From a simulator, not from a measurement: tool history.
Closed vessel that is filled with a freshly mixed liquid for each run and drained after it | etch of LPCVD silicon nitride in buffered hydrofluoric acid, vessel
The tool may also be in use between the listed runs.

run,day,temperature setpoint of the liquid (K),parts of 40 % ammonium fluoride to one part of 49 % hydrofluoric acid (parts by volume),time in the liquid (s),thickness taken off the LPCVD silicon nitride on a monitor wafer (nm)
1,0.000,295.15,16.5,2810,22.812
2,0.333,295.15,16.5,3015,24.336
3,0.562,296.15,16.5,3015,25.724
4,0.883,294.15,16.5,3015,22.976
5,1.283,294.15,20.5,3015,18.762
6,1.454,292.15,20.5,3015,16.766
7,1.688,293.65,20.5,3015,18.129
8,1.771,297.65,19.0,3015,24.414
9,1.912,298.65,19.0,3015,25.712

The next listed run, before its measurement:
10,2.171,299.15,19.0,3015,?

thickness taken off the LPCVD silicon nitride on a monitor wafer (nm): 26.011
